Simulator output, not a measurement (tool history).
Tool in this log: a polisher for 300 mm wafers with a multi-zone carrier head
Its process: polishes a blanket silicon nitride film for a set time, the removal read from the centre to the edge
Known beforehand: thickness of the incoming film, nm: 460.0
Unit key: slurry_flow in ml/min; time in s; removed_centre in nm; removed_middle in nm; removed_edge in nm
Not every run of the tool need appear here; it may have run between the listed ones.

| run | day | slurry_flow | centre_zone | middle_zone | edge_zone | time | removed_centre | removed_middle | removed_edge |
|---|---|---|---|---|---|---|---|---|---|
| 1 | 0 | 140 | 1 | 1 | 1 | 78 | 87.717 | 90.741 | 89.187 |
| 2 | 0.058 | 140 | 1 | 1 | 0.97 | 78 | 87.278 | 90.372 | 87.722 |
| 3 | 0.246 | 140 | 1.01 | 0.98 | 0.92 | 70 | 79.264 | 78.874 | 77.689 |
| 4 | 0.542 | 135 | 1.02 | 0.99 | 0.89 | 64 | 72.889 | 72.665 | 69.731 |
| 5 | 0.762 | 125 | 1.02 | 0.99 | 0.86 | 62 | 69.635 | 69.518 | 63.873 |
| 6 | 1.017 | 125 | 1.02 | 0.99 | 0.81 | 62 | 69.074 | 70.352 | 65.115 |

Run 7 is up next; what results do you expect?
| 7 | 1.35 | 115 | 1.02 | 0.98 | 0.81 | 61 | ? | ? | ? |

For run 7 the tool returned removed_centre 66.132 nm, removed_middle 65.897 nm, removed_edge 61.424 nm.
